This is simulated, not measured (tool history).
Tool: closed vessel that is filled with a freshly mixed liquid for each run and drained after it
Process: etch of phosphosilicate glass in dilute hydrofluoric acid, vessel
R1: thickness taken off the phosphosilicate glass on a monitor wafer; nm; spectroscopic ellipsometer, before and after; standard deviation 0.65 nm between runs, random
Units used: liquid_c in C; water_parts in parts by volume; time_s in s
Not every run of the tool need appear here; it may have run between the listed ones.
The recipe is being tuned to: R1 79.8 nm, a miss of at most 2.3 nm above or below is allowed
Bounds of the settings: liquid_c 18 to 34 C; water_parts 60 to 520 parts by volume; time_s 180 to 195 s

run 1 day=0 | liquid_c=26 water_parts=290 time_s=180 | R1=55.003
run 2 day=0.133 | liquid_c=28.5 water_parts=290 time_s=180 | R1=60.446
run 3 day=0.454 | liquid_c=28.5 water_parts=375 time_s=180 | R1=42.849
run 4 day=0.829 | liquid_c=28.5 water_parts=375 time_s=180 | R1=42.35
run 5 day=1.208 | liquid_c=29 water_parts=365 time_s=180 | R1=44.695
run 6 day=1.458 | liquid_c=29.5 water_parts=355 time_s=180 | R1=46.629
run 7 day=1.55 | liquid_c=30 water_parts=345 time_s=180 | R1=50.719
run 8 day=1.729 | liquid_c=30.5 water_parts=335 time_s=180 | R1=53.171
run 9 day=1.971 | liquid_c=31 water_parts=325 time_s=180 | R1=56.157
run 10 day=2.033 | liquid_c=31.5 water_parts=320 time_s=180 | R1=57.766
run 11 day=2.354 | liquid_c=34 water_parts=250 time_s=180 | R1=87.229
run 12 day=2.425 | liquid_c=32.5 water_parts=250 time_s=180 | R1=84.437

Pick the move, out of 5, that brings all results within their allowed miss; only one does.
run A day=2.496 | liquid_c=34 water_parts=280 time_s=180 | R1=?
run B day=2.496 | liquid_c=32.5 water_parts=275 time_s=195 | R1=?
run C day=2.496 | liquid_c=33 water_parts=250 time_s=190 | R1=?
run D day=2.496 | liquid_c=34 water_parts=255 time_s=180 | R1=?
run E day=2.496 | liquid_c=31 water_parts=260 time_s=180 | R1=?

move=A R1=75.869
move=B R1=80.316
move=C R1=90.146
move=D R1=85.905
move=E R1=76.047
A: moves the result that the last run missed by most past its target, out the other side
B: each result inside its tolerance
C: its largest miss is bigger than the last run's
D: its largest miss is bigger than the last run's
E: moves the result that the last run missed by most past its target, out the other side
Answer: B
